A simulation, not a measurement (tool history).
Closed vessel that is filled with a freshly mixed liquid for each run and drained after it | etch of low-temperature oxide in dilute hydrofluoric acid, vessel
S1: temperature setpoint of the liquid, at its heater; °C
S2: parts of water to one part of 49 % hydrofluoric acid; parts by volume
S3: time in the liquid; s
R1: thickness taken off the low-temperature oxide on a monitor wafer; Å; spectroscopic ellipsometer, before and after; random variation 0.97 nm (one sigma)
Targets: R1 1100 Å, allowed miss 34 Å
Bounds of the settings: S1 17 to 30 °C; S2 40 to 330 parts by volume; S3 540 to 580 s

run,hour,S1,S2,S3,R1
1,0,22,185,540,401.5
2,3.7,22,185,580,428.19
3,5.8,18.5,185,580,374.96
4,8.6,22,155,580,523.99
5,15.9,24.5,130,580,713.36
6,24.8,26,120,580,823.54
7,26.8,30,100,580,1187.3
8,28.2,29.5,100,580,1185.8
9,35.2,29,100,580,1156.6

5 next moves are on the table. One of them brings every result within its allowed miss. Which?
A,42.2,29,105,580,?
B,42.2,30,100,570,?
C,42.2,25.5,80,540,?
D,42.2,28,100,545,?
E,42.2,28,90,550,?

move,R1
A,1085.1
B,1170.7
C,1197.5
D,1037.8
E,1179.6
A: meets every target
B: further off than the last run
C: further off than the last run
D: takes the result that was furthest off past its target
E: further off than the last run
The right move is A.
